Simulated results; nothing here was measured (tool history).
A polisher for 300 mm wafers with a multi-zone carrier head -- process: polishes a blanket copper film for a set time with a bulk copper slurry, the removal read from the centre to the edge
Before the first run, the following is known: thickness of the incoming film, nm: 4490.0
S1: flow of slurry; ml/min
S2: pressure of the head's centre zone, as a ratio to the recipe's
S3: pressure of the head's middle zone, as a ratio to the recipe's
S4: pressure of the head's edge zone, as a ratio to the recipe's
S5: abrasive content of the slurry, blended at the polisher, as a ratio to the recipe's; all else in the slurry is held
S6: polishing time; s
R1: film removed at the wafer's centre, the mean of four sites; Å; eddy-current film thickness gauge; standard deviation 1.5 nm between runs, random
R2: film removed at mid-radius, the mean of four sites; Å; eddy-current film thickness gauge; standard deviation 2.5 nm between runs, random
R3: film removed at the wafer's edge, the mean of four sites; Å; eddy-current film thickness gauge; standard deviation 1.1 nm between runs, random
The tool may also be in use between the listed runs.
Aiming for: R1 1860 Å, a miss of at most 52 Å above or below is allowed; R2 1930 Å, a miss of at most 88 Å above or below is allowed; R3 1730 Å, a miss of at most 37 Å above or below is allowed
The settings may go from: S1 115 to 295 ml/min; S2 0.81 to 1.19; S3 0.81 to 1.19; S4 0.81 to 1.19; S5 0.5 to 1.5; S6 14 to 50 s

run,hour,S1,S2,S3,S4,S5,S6,R1,R2,R3
1,0,190,1,1,1,1,32,2490.9,2638.9,2600.9
2,1.3,190,1,1.06,1,1,32,2500.8,2724.1,2564.5
3,2.9,190,1,1.06,0.92,1,32,2494.4,2689,2504.4
4,4.6,190,1,1.12,0.92,1,32,2497.5,2838.9,2492.3
5,10.2,190,1,1.12,0.87,1,32,2515.1,2816.7,2432.7
6,11.4,190,1,1.12,0.87,1,26,2016.9,2340.1,1981.1
7,12.9,185,1,1.11,0.86,0.95,26,2002,2242.4,1969.6
8,13.7,185,1.01,1.11,0.85,0.9,26,1999.1,2213.5,1926.9
9,15.4,180,1.01,1.11,0.85,0.85,26,1938.9,2144.3,1893.6

Exactly one of the 4 candidate moves below puts every result within its allowed miss. Which one?
A,17.1,170,0.97,1.16,0.84,0.85,28,?,?,?
B,17.1,140,1.05,0.9,0.95,0.6,30,?,?,?
C,17.1,150,1.07,1.08,0.85,0.9,24,?,?,?
D,17.1,135,0.91,0.9,0.98,0.65,32,?,?,?

move,R1,R2,R3
A,1996.5,2394.1,2025.2
B,2072.2,1886.7,2059.7
C,1857.2,1915.4,1736.8
D,1938.9,2030.4,2241.8
A: lands further from the targets than the last run did
B: lands further from the targets than the last run did
C: each result inside its tolerance
D: lands further from the targets than the last run did
C meets every target.
